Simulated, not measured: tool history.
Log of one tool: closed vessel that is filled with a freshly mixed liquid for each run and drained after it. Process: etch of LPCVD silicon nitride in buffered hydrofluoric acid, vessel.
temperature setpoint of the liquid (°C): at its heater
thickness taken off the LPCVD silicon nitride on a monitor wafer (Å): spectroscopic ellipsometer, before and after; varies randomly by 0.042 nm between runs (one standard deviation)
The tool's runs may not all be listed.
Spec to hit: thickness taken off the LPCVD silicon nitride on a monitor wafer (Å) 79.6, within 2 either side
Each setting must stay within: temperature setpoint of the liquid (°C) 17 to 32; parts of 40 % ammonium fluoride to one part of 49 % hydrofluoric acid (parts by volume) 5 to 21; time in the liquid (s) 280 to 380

run  hour  temperature setpoint of the liquid (°C)  parts of 40 % ammonium fluoride to one part of 49 % hydrofluoric acid (parts by volume)  time in the liquid (s)  thickness taken off the LPCVD silicon nitride on a monitor wafer (Å)
  1     0                                       25                                                                                       13                     380                                                                 44.65
  2   0.6                                       23                                                                                       13                     380                                                                39.965
  3   6.9                                       23                                                                                     16.5                     380                                                                31.765
  4  11.6                                       24                                                                                     15.5                     380                                                                 35.18
  5  15.7                                     25.5                                                                                     15.5                     380                                                                38.241
  6    24                                     25.5                                                                                     15.5                     380                                                                38.457
  7  25.1                                     26.5                                                                                       15                     380                                                                41.877
  8  30.5                                       27                                                                                     14.5                     380                                                                 44.45
  9    38                                       31                                                                                     10.5                     380                                                                75.976
 10  41.5                                     31.5                                                                                     10.5                     380                                                                77.367
 11  44.7                                     31.5                                                                                     10.5                     380                                                                77.521

Consider the 5 candidate settings below. Which is the only one whose results all fall within their allowed miss of target?
  A  47.9                                       32                                                                                       11                     350                                                                     ?
  B  47.9                                       29                                                                                        9                     370                                                                     ?
  C  47.9                                       31                                                                                     10.5                     380                                                                     ?
  D  47.9                                       32                                                                                       10                     380                                                                     ?
  E  47.9                                     31.5                                                                                      9.5                     360                                                                     ?

move  thickness taken off the LPCVD silicon nitride on a monitor wafer (Å)
   A                                                                69.881
   B                                                                74.017
   C                                                                75.362
   D                                                                83.231
   E                                                                79.348
A: lands further from the targets than the last run did
B: lands further from the targets than the last run did
C: lands further from the targets than the last run did
D: takes the result that was furthest off past its target
E: every result lands within tolerance
E meets every target.

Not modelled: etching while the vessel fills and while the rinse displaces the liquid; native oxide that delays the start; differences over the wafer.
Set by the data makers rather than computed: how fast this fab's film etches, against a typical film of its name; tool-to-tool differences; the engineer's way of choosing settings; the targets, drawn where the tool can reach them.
